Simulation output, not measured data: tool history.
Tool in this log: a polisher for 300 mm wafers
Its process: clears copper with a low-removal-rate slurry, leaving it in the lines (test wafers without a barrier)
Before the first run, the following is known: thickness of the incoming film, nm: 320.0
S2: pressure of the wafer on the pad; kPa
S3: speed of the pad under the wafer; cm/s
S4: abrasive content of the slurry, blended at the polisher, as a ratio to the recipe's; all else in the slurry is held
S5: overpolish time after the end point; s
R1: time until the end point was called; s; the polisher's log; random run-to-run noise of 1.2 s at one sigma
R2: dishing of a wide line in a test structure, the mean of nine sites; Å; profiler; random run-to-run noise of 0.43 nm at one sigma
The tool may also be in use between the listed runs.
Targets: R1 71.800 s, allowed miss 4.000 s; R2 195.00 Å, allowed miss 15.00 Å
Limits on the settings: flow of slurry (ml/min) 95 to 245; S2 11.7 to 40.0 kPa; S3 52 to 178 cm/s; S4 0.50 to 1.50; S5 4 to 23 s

run 1 day=0.000 | flow_of_slurry_(ml/min)=155 S2=25.5 S3=114 S4=1.00 S5=12 | R1=84.145 R2=304.23
run 2 day=0.296 | flow_of_slurry_(ml/min)=155 S2=26.2 S3=114 S4=1.00 S5=10 | R1=84.154 R2=262.43
run 3 day=0.346 | flow_of_slurry_(ml/min)=155 S2=26.2 S3=114 S4=0.80 S5=10 | R1=88.577 R2=256.93
run 4 day=0.521 | flow_of_slurry_(ml/min)=155 S2=21.4 S3=114 S4=0.80 S5=10 | R1=106.210 R2=209.05
run 5 day=0.762 | flow_of_slurry_(ml/min)=155 S2=21.4 S3=114 S4=0.60 S5=10 | R1=110.890 R2=200.66
run 6 day=1.129 | flow_of_slurry_(ml/min)=160 S2=24.1 S3=118 S4=0.55 S5=8 | R1=97.225 R2=186.43
run 7 day=1.233 | flow_of_slurry_(ml/min)=165 S2=31.0 S3=120 S4=0.55 S5=5 | R1=75.690 R2=165.19
run 8 day=1.442 | flow_of_slurry_(ml/min)=165 S2=31.0 S3=120 S4=0.55 S5=5 | R1=76.622 R2=160.81

Which of these 5 next moves meets every target?
run A day=1.650 | flow_of_slurry_(ml/min)=155 S2=29.0 S3=112 S4=0.50 S5=5 | R1=? R2=?
run B day=1.650 | flow_of_slurry_(ml/min)=205 S2=26.9 S3=114 S4=0.60 S5=7 | R1=? R2=?
run C day=1.650 | flow_of_slurry_(ml/min)=155 S2=29.0 S3=118 S4=0.50 S5=4 | R1=? R2=?
run D day=1.650 | flow_of_slurry_(ml/min)=180 S2=32.4 S3=120 S4=0.50 S5=4 | R1=? R2=?
run E day=1.650 | flow_of_slurry_(ml/min)=160 S2=31.7 S3=124 S4=0.55 S5=6 | R1=? R2=?

move=A R1=88.160 R2=137.24
move=B R1=86.444 R2=189.95
move=C R1=84.772 R2=115.51
move=D R1=73.135 R2=132.90
move=E R1=73.020 R2=193.22
A: lands further from the targets than the last run did
B: corrects the largest miss of the last run, while another result sits out of spec
C: lands further from the targets than the last run did
D: lands further from the targets than the last run did
E: every result within its allowed miss
Move E is the one to make.

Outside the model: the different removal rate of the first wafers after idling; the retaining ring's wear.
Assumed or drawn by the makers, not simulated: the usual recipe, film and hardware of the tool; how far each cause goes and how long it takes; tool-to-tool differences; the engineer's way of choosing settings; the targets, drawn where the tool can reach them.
